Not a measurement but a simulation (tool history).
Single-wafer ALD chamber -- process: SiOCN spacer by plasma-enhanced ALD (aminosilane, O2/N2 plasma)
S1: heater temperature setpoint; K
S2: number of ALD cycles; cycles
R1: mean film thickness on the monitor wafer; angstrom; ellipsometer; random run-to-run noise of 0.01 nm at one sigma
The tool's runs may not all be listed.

| run | day | S1 | S2 | R1 |
|---|---|---|---|---|
| 1 | 0.000 | 683.15 | 41 | 24.358 |
| 2 | 0.267 | 687.15 | 41 | 24.162 |
| 3 | 0.500 | 690.15 | 40 | 23.497 |
| 4 | 0.700 | 696.15 | 40 | 22.580 |
| 5 | 1.029 | 696.15 | 36 | 20.369 |
| 6 | 1.242 | 694.15 | 36 | 20.650 |

Run 7 comes next. What will it give?
| 7 | 1.296 | 692.15 | 36 | ? |

{"run 7": {"R1": 20.559}}

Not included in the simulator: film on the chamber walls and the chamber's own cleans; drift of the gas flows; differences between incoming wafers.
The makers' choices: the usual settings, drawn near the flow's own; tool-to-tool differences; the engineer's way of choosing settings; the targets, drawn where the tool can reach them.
